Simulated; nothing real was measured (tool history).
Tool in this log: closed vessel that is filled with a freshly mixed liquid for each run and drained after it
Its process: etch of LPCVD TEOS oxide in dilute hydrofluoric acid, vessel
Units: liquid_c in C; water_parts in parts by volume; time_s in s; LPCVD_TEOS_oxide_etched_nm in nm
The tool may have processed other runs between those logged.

run	day	liquid_c	water_parts	time_s	LPCVD_TEOS_oxide_etched_nm
1	0	24	250	150	9.4881
2	0.183	24	250	75	4.6042
3	0.392	25	245	75	5.0745
4	0.729	25	325	75	3.4225
5	0.792	22.5	325	75	3.1894
6	1.112	23.5	310	75	3.4726
7	1.167	24.5	300	75	3.8284
8	1.521	24.5	290	75	3.9915

What does the tool deliver on the next run?
9	1.746	24.5	280	75	?

LPCVD_TEOS_oxide_etched_nm: 4.1732 nm
